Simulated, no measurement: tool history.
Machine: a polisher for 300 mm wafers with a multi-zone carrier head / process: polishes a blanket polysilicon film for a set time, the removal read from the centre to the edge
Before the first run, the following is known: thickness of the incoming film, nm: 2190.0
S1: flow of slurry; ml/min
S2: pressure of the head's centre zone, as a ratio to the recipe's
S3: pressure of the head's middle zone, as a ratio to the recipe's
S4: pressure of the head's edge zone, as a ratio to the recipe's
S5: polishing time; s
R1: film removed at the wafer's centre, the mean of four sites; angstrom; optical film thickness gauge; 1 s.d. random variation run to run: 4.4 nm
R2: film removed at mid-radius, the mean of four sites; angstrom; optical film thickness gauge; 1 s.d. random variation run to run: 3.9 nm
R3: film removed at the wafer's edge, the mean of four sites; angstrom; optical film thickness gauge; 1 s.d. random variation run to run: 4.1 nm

run	hour	S1	S2	S3	S4	S5	R1	R2	R3
1	0.0	275	1.00	1.00	1.00	44	4017.8	4202.2	4200.1
2	7.5	275	1.05	1.00	1.00	44	4202.1	4137.3	4309.6
3	14.4	275	1.02	1.00	1.00	44	4180.0	4178.9	4120.5
4	18.3	260	0.95	0.98	1.05	43	3763.2	4004.5	4166.8
5	26.9	260	0.95	0.98	1.05	51	4326.1	4763.9	5088.7
6	30.7	250	0.90	0.96	1.02	48	3907.2	4365.2	4629.5

Predict the results of run 7:
7	37.6	245	0.87	0.96	1.00	46	?	?	?

R1: 3447.8 angstrom
R2: 4110.8 angstrom
R3: 4419.0 angstrom
